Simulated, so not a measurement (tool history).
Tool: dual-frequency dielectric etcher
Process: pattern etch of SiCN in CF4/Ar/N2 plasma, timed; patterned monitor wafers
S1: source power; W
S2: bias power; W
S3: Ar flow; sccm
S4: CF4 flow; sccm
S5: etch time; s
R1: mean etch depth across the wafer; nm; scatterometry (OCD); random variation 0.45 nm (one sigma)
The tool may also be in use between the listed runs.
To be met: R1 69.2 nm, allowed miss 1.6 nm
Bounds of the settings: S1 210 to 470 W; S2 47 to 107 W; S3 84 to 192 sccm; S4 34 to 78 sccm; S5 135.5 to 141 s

run	hour	S1	S2	S3	S4	S5	R1
1	0	340	77	138	56	135.5	86.441
2	8	340	77	138	48	135.5	84.992
3	13.4	370	77	138	48	135.5	91.157
4	17.5	350	76	138	48	135.5	86.695
5	25.3	350	82	138	48	135.5	90.065
6	31.7	330	82	138	48	135.5	85.68
7	35	310	82	138	48	135.5	81.355
8	43.8	300	82	138	48	135.5	77.899
9	49.1	290	82	138	48	135.5	76.86
10	52.8	280	82	138	48	135.5	74.686
11	55.9	270	82	138	48	135.5	71.861

Which of these 5 next moves meets every target?
A	59	280	80	127	53	135.5	?
B	59	280	80	132	42	140	?
C	59	270	85	159	48	139	?
D	59	270	86	125	57	135.5	?
E	59	250	73	139	68	141	?

move	R1
A	74.642
B	74.528
C	73.393
D	75.742
E	68.722
A: further off than the last run
B: further off than the last run
C: further off than the last run
D: further off than the last run
E: meets every target
The right move is E.
